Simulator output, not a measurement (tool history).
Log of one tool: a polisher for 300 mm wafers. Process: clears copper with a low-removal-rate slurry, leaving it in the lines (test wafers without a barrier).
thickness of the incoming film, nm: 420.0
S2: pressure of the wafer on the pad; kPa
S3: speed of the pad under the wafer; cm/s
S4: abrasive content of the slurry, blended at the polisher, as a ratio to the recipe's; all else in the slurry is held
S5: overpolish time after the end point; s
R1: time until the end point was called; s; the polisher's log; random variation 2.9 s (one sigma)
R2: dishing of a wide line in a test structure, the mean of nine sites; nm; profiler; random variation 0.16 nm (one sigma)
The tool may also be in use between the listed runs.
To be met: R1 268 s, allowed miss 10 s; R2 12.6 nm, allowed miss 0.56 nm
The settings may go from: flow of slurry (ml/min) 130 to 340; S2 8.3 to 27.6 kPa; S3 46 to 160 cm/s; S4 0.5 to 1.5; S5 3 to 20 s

run 1 hour=0 | flow_of_slurry_(ml/min)=220 S2=17.9 S3=102 S4=1 S5=10 | R1=152.63 R2=13.817
run 2 hour=6.8 | flow_of_slurry_(ml/min)=220 S2=19.3 S3=102 S4=1 S5=10 | R1=142.7 R2=14.416
run 3 hour=10.4 | flow_of_slurry_(ml/min)=220 S2=16.5 S3=100 S4=1 S5=11 | R1=167.85 R2=13.761
run 4 hour=15.6 | flow_of_slurry_(ml/min)=220 S2=14.5 S3=100 S4=1 S5=12 | R1=194.32 R2=13.611
run 5 hour=22.5 | flow_of_slurry_(ml/min)=220 S2=12.4 S3=100 S4=1 S5=12 | R1=226.73 R2=12.328
run 6 hour=26.5 | flow_of_slurry_(ml/min)=220 S2=11.7 S3=100 S4=1 S5=12 | R1=240.73 R2=11.723
run 7 hour=30.5 | flow_of_slurry_(ml/min)=210 S2=9.7 S3=98 S4=1 S5=15 | R1=297.3 R2=11.904
run 8 hour=39 | flow_of_slurry_(ml/min)=220 S2=9.7 S3=98 S4=1 S5=15 | R1=288.74 R2=11.935
run 9 hour=40.4 | flow_of_slurry_(ml/min)=225 S2=9.7 S3=98 S4=1 S5=15 | R1=287.92 R2=12.151
run 10 hour=45.3 | flow_of_slurry_(ml/min)=230 S2=9.7 S3=98 S4=1 S5=15 | R1=288 R2=11.884

Which of these 4 next moves meets every target?
run A hour=50.2 | flow_of_slurry_(ml/min)=200 S2=10.3 S3=104 S4=0.95 S5=11 | R1=? R2=?
run B hour=50.2 | flow_of_slurry_(ml/min)=195 S2=11 S3=88 S4=1.25 S5=12 | R1=? R2=?
run C hour=50.2 | flow_of_slurry_(ml/min)=205 S2=8.3 S3=114 S4=1.15 S5=12 | R1=? R2=?
run D hour=50.2 | flow_of_slurry_(ml/min)=235 S2=9 S3=112 S4=1.05 S5=15 | R1=? R2=?

move=A R1=261.35 R2=10.695
move=B R1=265.83 R2=11.222
move=C R1=283.69 R2=10.675
move=D R1=268.22 R2=12.758
A: brings the result that was furthest off to its target, and leaves another outside
B: brings the result that was furthest off to its target, and leaves another outside
C: further off than the last run
D: meets every target
The right move is D.
